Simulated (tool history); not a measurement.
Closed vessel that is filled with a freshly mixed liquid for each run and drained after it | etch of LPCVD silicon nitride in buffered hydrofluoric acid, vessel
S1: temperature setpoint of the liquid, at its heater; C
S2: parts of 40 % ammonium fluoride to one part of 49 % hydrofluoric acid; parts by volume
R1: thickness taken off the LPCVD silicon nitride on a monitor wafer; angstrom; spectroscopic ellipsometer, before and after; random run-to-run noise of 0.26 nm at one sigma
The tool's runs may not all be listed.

run 1 hour=0 | S1=25 S2=12.5 time_in_the_liquid_(s)=3175 | R1=375.72
run 2 hour=7.9 | S1=25 S2=12.5 time_in_the_liquid_(s)=3175 | R1=373.41
run 3 hour=15.9 | S1=21.5 S2=12.5 time_in_the_liquid_(s)=3175 | R1=306.3
run 4 hour=19.2 | S1=23.5 S2=12.5 time_in_the_liquid_(s)=3175 | R1=342.16
run 5 hour=27.9 | S1=25 S2=12.5 time_in_the_liquid_(s)=3175 | R1=372.36
run 6 hour=33.8 | S1=23 S2=12.5 time_in_the_liquid_(s)=3175 | R1=334.27
run 7 hour=39.9 | S1=24.5 S2=12.5 time_in_the_liquid_(s)=3175 | R1=360.9

For run 8, what comes out?
run 8 hour=41.5 | S1=25.5 S2=12.5 time_in_the_liquid_(s)=3175 | R1=?

{"run 8": {"R1": 384.69}}

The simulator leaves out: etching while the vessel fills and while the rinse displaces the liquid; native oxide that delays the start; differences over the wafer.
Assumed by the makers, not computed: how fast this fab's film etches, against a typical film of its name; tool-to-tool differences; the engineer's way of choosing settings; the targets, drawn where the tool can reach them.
